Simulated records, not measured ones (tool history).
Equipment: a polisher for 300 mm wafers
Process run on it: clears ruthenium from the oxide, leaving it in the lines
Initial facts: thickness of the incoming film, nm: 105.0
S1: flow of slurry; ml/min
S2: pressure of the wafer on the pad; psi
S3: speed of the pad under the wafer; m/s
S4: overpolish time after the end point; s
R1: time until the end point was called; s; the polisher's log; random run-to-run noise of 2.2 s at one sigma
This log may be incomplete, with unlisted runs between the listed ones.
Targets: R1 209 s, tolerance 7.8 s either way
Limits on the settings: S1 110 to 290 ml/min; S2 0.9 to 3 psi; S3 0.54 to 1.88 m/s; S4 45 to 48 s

| run | hour | S1 | S2 | S3 | S4 | R1 |
|---|---|---|---|---|---|---|
| 1 | 0 | 185 | 1.9 | 1.2 | 45 | 81.95 |
| 2 | 6.7 | 185 | 1.8 | 1.14 | 45 | 90.422 |
| 3 | 11.3 | 185 | 1.4 | 1.14 | 45 | 115.65 |
| 4 | 18.2 | 185 | 1.3 | 1.1 | 45 | 128.48 |
| 5 | 24.1 | 185 | 1.3 | 1.24 | 45 | 113.81 |
| 6 | 32.1 | 185 | 1.2 | 1.18 | 45 | 128.38 |
| 7 | 36.4 | 185 | 1.2 | 1.14 | 45 | 133.89 |
| 8 | 37.1 | 185 | 1.2 | 1.1 | 45 | 137.63 |
| 9 | 39.7 | 170 | 0.9 | 0.76 | 45 | 256.95 |
| 10 | 43.4 | 180 | 0.9 | 0.76 | 45 | 267.1 |
| 11 | 49.3 | 180 | 1 | 0.76 | 45 | 238.74 |
| 12 | 57.6 | 185 | 1 | 0.76 | 45 | 235.91 |
| 13 | 64.7 | 210 | 1.2 | 0.76 | 45 | 194.66 |
| 14 | 71.1 | 210 | 1.2 | 0.76 | 45 | 194.36 |

Pick the move, out of 5, that brings all results within their allowed miss; only one does.
| A | 77.5 | 225 | 1 | 0.78 | 46 | ? |
| B | 77.5 | 205 | 1.4 | 0.54 | 48 | ? |
| C | 77.5 | 250 | 1 | 0.84 | 48 | ? |
| D | 77.5 | 185 | 1.3 | 0.58 | 45 | ? |
| E | 77.5 | 145 | 1.5 | 0.54 | 48 | ? |

| move | R1 |
|---|---|
| A | 225.38 |
| B | 234.45 |
| C | 207.38 |
| D | 238.96 |
| E | 232.65 |
A: takes the result that was furthest off past its target
B: takes the result that was furthest off past its target
C: all results in spec
D: takes the result that was furthest off past its target
E: takes the result that was furthest off past its target
Answer: C

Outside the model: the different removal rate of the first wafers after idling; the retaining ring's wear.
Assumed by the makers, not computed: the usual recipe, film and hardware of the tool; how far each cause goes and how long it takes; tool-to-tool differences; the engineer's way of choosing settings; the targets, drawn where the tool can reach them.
